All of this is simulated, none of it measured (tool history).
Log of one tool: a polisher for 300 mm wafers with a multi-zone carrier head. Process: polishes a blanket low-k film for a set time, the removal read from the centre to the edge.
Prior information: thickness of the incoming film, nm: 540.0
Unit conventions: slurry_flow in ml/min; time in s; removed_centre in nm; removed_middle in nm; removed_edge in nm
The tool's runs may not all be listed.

run,day,slurry_flow,centre_zone,middle_zone,edge_zone,slurry_solids,time,removed_centre,removed_middle,removed_edge
1,0.000,305,1.00,1.00,1.00,1.00,35,16.176,15.971,16.199
2,0.204,305,1.00,1.01,1.04,1.10,35,17.118,16.662,16.990
3,0.258,300,0.98,1.01,1.07,1.20,35,17.239,17.397,17.839
4,0.550,300,0.97,1.01,1.09,1.25,35,17.374,17.203,18.578
5,0.821,305,0.97,1.03,1.11,1.30,35,17.568,18.084,18.766
6,0.858,305,0.97,1.03,1.11,1.30,31,15.418,16.088,16.633
7,1.204,300,0.97,1.03,1.12,1.35,32,16.379,16.877,17.178
8,1.517,315,0.96,1.03,1.14,1.40,33,16.536,17.305,18.180
9,1.829,320,0.96,1.03,1.15,1.40,34,17.570,17.908,18.665
10,1.883,305,0.96,1.03,1.15,1.40,35,17.581,18.616,19.509

For run 11, what comes out?
11,2.012,300,0.98,1.01,1.19,1.50,36,?,?,?

Run 11 measured removed_centre 19.066 nm, removed_middle 18.947 nm, removed_edge 20.309 nm.
